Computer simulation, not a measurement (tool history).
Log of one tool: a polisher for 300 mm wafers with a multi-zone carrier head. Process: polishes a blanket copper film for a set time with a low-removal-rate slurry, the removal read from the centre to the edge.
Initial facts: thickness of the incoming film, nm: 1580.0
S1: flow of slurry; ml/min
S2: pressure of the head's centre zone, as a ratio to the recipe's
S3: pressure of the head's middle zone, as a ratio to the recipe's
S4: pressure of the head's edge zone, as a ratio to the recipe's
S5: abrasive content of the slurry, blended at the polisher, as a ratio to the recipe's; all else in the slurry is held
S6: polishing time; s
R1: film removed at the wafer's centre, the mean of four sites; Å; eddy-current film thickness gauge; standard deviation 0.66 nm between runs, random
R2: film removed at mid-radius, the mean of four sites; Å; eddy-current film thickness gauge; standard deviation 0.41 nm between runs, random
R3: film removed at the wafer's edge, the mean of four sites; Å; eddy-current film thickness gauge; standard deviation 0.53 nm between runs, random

run 1 hour=0.0 | S1=165 S2=1.00 S3=1.00 S4=1.00 S5=1.00 S6=37 | R1=813.68 R2=726.95 R3=737.21
run 2 hour=6.9 | S1=155 S2=0.96 S3=0.98 S4=0.96 S5=0.85 S6=33 | R1=660.03 R2=599.99 R3=616.60
run 3 hour=15.6 | S1=155 S2=0.96 S3=0.98 S4=0.96 S5=0.85 S6=41 | R1=846.30 R2=756.95 R3=759.69
run 4 hour=18.7 | S1=155 S2=0.96 S3=0.98 S4=0.96 S5=0.70 S6=41 | R1=775.37 R2=724.78 R3=729.29
run 5 hour=21.8 | S1=155 S2=0.96 S3=0.98 S4=1.01 S5=0.70 S6=41 | R1=775.00 R2=720.14 R3=744.04
run 6 hour=29.0 | S1=145 S2=0.94 S3=0.97 S4=0.96 S5=0.65 S6=36 | R1=648.79 R2=602.24 R3=617.45
run 7 hour=35.0 | S1=140 S2=0.91 S3=0.96 S4=0.93 S5=0.60 S6=33 | R1=560.29 R2=538.14 R3=534.70
run 8 hour=40.1 | S1=130 S2=0.88 S3=0.93 S4=0.91 S5=0.55 S6=32 | R1=513.34 R2=479.24 R3=506.34
run 9 hour=48.1 | S1=130 S2=0.88 S3=0.93 S4=0.91 S5=0.55 S6=32 | R1=504.72 R2=486.02 R3=507.55
run 10 hour=55.2 | S1=125 S2=0.88 S3=0.92 S4=0.88 S5=0.55 S6=31 | R1=481.21 R2=467.97 R3=483.58

Predict the results of run 11:
run 11 hour=59.3 | S1=125 S2=0.89 S3=0.91 S4=0.86 S5=0.55 S6=31 | R1=? R2=? R3=?

R1: 478.65 Å
R2: 466.00 Å
R3: 479.83 Å
